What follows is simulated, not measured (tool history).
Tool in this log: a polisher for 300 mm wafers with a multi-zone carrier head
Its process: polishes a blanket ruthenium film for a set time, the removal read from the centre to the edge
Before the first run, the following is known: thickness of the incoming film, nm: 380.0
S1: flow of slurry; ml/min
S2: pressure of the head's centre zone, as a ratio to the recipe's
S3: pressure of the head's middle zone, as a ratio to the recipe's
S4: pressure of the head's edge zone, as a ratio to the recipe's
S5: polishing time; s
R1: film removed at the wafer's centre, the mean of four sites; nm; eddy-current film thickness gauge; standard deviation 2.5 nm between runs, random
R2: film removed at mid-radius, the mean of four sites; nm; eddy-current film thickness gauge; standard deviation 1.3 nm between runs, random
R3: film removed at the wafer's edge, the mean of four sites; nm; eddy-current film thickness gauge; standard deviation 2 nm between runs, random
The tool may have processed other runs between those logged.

run  hour   S1    S2    S3    S4  S5      R1      R2      R3
  1   0.0  225  1.00  1.00  1.00  84  132.64  132.17  134.50
  2   6.4  225  1.00  1.00  1.00  67  106.15  106.36  109.44
  3  15.3  225  1.00  1.00  1.00  86  134.81  134.28  137.23
  4  23.9  235  1.01  1.02  1.00  88  140.93  141.24  145.77
  5  31.9  225  1.02  1.04  0.98  91  147.45  148.07  145.22
  6  40.1  225  0.99  1.04  0.98  91  140.97  146.50  147.60

Estimate the outcome of run 7 from the log above:
  7  46.4  230  1.00  1.06  0.96  93   ?   ?   ?

Run 7 measured R1 147.97 nm, R2 152.74 nm, R3 149.35 nm.
